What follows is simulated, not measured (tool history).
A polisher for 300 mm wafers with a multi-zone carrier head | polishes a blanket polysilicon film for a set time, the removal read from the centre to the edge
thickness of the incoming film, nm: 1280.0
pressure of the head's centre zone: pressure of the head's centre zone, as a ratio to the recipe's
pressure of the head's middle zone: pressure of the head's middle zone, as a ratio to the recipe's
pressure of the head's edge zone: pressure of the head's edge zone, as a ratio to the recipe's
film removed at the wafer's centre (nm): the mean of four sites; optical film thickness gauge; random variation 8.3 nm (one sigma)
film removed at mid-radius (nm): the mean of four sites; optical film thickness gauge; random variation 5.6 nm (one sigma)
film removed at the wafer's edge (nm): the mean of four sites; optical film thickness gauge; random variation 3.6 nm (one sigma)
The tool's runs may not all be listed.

| run | hour | flow of slurry (ml/min) | pressure of the head's centre zone | pressure of the head's middle zone | pressure of the head's edge zone | polishing time (s) | film removed at the wafer's centre (nm) | film removed at mid-radius (nm) | film removed at the wafer's edge (nm) |
|---|---|---|---|---|---|---|---|---|---|
| 1 | 0 | 200 | 1 | 1 | 1 | 52 | 387.62 | 393.26 | 405.63 |
| 2 | 6.4 | 210 | 1.04 | 1.01 | 1.02 | 54 | 441.25 | 430.33 | 433.77 |
| 3 | 14.1 | 210 | 1.04 | 1.07 | 1.02 | 54 | 418.93 | 445.13 | 425.48 |
| 4 | 20.9 | 220 | 1.06 | 1.06 | 1.05 | 54 | 441.44 | 452.43 | 429.64 |
| 5 | 25.3 | 220 | 1.06 | 1.06 | 1.1 | 54 | 434.41 | 445.91 | 442.69 |
|  | 26.8 | slurry nozzle cleaned |
| 6 | 26.8 | 220 | 0.99 | 1.06 | 1.1 | 54 | 430.79 | 463.14 | 458.28 |
| 7 | 34.2 | 235 | 1.02 | 1.05 | 1.11 | 55 | 458.29 | 467.12 | 474.02 |

The next listed run, before its measurement:
| 8 | 42.2 | 250 | 1.04 | 1.05 | 1.11 | 55 | ? | ? | ? |

film removed at the wafer's centre (nm): 469.68
film removed at mid-radius (nm): 473.06
film removed at the wafer's edge (nm): 475.94
